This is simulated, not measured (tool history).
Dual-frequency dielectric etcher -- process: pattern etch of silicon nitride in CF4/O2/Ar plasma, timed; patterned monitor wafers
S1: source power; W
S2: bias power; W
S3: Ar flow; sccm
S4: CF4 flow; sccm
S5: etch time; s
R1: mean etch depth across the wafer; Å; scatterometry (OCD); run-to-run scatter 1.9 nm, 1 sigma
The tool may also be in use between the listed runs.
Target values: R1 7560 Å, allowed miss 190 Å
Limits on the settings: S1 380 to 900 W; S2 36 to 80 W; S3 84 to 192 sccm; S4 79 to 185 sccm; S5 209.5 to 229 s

Run 1, hour 0: S1 640 W, S2 58 W, S3 138 sccm, S4 132 sccm, S5 229 s. Result: R1 5677.8 Å.
Run 2, hour 1.7: S1 700 W, S2 59 W, S3 138 sccm, S4 132 sccm, S5 229 s. Result: R1 6156.8 Å.
Run 3, hour 9.5: S1 750 W, S2 60 W, S3 138 sccm, S4 132 sccm, S5 229 s. Result: R1 6586.4 Å.
Run 4, hour 16.8: S1 780 W, S2 60 W, S3 138 sccm, S4 132 sccm, S5 229 s. Result: R1 6804.9 Å.
Run 5, hour 23.9: S1 810 W, S2 60 W, S3 138 sccm, S4 132 sccm, S5 229 s. Result: R1 7006.1 Å.
Run 6, hour 30.9: S1 830 W, S2 60 W, S3 138 sccm, S4 132 sccm, S5 229 s. Result: R1 7183.4 Å.
Run 7, hour 33.3: S1 840 W, S2 60 W, S3 138 sccm, S4 132 sccm, S5 229 s. Result: R1 7218.6 Å.
Run 8, hour 39: S1 850 W, S2 60 W, S3 138 sccm, S4 132 sccm, S5 229 s. Result: R1 7288.1 Å.

Consider the 5 candidate settings below. Which is the only one whose results all fall within their allowed miss of target?
Run A, hour 44.7: S1 890 W, S2 55 W, S3 126 sccm, S4 119 sccm, S5 214.5 s. Result: R1 ?.
Run B, hour 44.7: S1 870 W, S2 57 W, S3 138 sccm, S4 133 sccm, S5 220.5 s. Result: R1 ?.
Run C, hour 44.7: S1 890 W, S2 56 W, S3 134 sccm, S4 136 sccm, S5 218 s. Result: R1 ?.
Run D, hour 44.7: S1 890 W, S2 69 W, S3 103 sccm, S4 146 sccm, S5 209.5 s. Result: R1 ?.
Run E, hour 44.7: S1 840 W, S2 62 W, S3 132 sccm, S4 135 sccm, S5 214.5 s. Result: R1 ?.

move      R1
   A  6890.9
   B  7032.9
   C  7091.8
   D  7612.7
   E  6888.7
A: its largest miss is bigger than the last run's
B: its largest miss is bigger than the last run's
C: its largest miss is bigger than the last run's
D: all results in spec
E: its largest miss is bigger than the last run's
So the answer is move D, the one that meets all the targets.
